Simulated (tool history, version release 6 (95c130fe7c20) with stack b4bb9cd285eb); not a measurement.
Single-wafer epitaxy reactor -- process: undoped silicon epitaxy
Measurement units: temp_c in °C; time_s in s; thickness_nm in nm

run	day	temp_c	time_s	thickness_nm
1	0	645	486	79.429
2	0.1	645	429	70.074
3	0.283	647	435	74.683
4	0.546	641	435	64.323
5	0.604	641	401	58.667
6	0.896	641	430	62.956
7	1.15	644	432	68.084
8	1.204	647	435	74.111
9	1.35	649	438	77.933

Estimate the outcome of run 10 from the log above:
10	1.429	649	438	?

Run 10 came out at thickness_nm 78.588 nm.
